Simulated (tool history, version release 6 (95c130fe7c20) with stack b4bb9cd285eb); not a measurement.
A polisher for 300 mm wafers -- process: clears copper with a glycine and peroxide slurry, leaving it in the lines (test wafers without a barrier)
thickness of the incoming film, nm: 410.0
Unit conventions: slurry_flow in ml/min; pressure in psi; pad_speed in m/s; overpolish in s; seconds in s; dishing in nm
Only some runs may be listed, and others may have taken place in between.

run 1 hour=0 | slurry_flow=290 pressure=2.2 pad_speed=0.82 overpolish=18 | seconds=104.29 dishing=45.189
run 2 hour=3.2 | slurry_flow=290 pressure=2.2 pad_speed=0.82 overpolish=16 | seconds=101.18 dishing=40.775
run 3 hour=4.3 | slurry_flow=290 pressure=2.6 pad_speed=0.82 overpolish=16 | seconds=91.279 dishing=43.791
run 4 hour=8.6 | slurry_flow=290 pressure=2.5 pad_speed=0.82 overpolish=15 | seconds=95.849 dishing=40.717
run 5 hour=9.7 | slurry_flow=290 pressure=2.5 pad_speed=0.82 overpolish=14 | seconds=94.152 dishing=38.635
run 6 hour=10.7 | slurry_flow=290 pressure=2.5 pad_speed=0.94 overpolish=14 | seconds=84.785 dishing=42.686
run 7 hour=11.7 | slurry_flow=290 pressure=2.5 pad_speed=0.94 overpolish=14 | seconds=85.213 dishing=42.767

Expected results for the next run?
run 8 hour=17.3 | slurry_flow=290 pressure=2.4 pad_speed=0.92 overpolish=13 | seconds=? dishing=?

Run 8 measured seconds 89.268 s, dishing 39.762 nm.

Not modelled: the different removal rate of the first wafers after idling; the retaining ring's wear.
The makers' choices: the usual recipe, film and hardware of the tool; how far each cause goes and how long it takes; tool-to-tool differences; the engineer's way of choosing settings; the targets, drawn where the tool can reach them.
